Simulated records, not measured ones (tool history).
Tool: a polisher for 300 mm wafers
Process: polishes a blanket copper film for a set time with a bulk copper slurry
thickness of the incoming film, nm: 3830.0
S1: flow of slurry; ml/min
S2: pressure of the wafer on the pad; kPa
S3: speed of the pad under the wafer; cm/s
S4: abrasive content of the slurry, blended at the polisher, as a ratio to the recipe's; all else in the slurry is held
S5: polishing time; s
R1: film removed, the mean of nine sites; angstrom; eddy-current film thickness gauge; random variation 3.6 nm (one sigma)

run 1 hour=0.0 | S1=305 S2=13.8 S3=140 S4=1.0 S5=36 | R1=3698.6
run 2 hour=1.6 | S1=305 S2=13.1 S3=140 S4=1.0 S5=36 | R1=3583.1
run 3 hour=5.1 | S1=305 S2=12.4 S3=140 S4=1.0 S5=36 | R1=3388.1
run 4 hour=10.8 | S1=305 S2=15.9 S3=140 S4=1.0 S5=36 | R1=4240.3
run 5 hour=13.8 | S1=305 S2=15.2 S3=140 S4=1.0 S5=36 | R1=4151.4
run 6 hour=20.1 | S1=305 S2=17.2 S3=140 S4=1.0 S5=36 | R1=4571.6

Run 7 comes next. What will it give?
run 7 hour=21.5 | S1=305 S2=13.1 S3=132 S4=1.0 S5=36 | R1=?

Run 7 gave R1 3327.7 angstrom.
